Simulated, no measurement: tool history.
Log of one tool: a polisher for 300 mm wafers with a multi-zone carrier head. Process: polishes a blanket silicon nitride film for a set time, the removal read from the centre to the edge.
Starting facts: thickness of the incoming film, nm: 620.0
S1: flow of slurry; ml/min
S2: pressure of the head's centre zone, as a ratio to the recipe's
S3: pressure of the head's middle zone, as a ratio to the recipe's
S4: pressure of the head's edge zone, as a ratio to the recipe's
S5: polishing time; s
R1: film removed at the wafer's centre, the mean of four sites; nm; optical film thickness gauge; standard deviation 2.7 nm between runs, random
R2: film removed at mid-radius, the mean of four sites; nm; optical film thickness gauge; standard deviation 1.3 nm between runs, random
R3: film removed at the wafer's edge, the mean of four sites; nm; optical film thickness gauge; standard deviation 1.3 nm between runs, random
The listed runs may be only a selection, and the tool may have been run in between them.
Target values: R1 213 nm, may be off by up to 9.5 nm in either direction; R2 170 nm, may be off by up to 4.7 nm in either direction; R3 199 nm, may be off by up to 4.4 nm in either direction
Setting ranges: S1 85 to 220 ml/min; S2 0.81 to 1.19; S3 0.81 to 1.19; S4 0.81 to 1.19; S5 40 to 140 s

run	hour	S1	S2	S3	S4	S5	R1	R2	R3
1	0	140	1	1	1	90	131.3	133.04	129.08
2	1.1	140	1	1	1	77	107.24	112.46	111.38
3	1.7	150	1.01	0.97	1.04	86	124.76	123.78	128.42
4	6	160	1.04	0.96	1.07	92	141.49	133.51	143.85
# hour 8.4: slurry nozzle cleaned
5	8.4	160	0.98	0.96	1.07	92	142.58	142.06	147.76
6	10.3	160	1.02	0.96	1.07	92	150.43	142.13	149.54
7	12.6	170	1.04	0.95	1.1	93	153.01	144.57	153.7
8	15.7	180	1.06	0.93	1.12	95	164.98	146.04	159.04
9	19.7	185	1.06	0.91	1.14	97	166.06	146.46	164.48

Which of these 5 next moves meets every target?
A	23.7	145	1.02	0.91	1.19	125	?	?	?
B	23.7	205	1.19	1.19	0.85	82	?	?	?
C	23.7	185	1.1	0.84	1.09	120	?	?	?
D	23.7	160	0.96	0.91	1.18	124	?	?	?
E	23.7	200	1.07	0.88	1.16	121	?	?	?

move	R1	R2	R3
A	199.92	182.81	208.2
B	160.86	159.68	120.68
C	215.25	171.52	197.37
D	192.09	184.84	208.44
E	214.67	181.85	207.16
A: pushes the last run's worst result past its target
B: lands further from the targets than the last run did
C: each result inside its tolerance
D: pushes the last run's worst result past its target
E: pushes the last run's worst result past its target
Answer: C
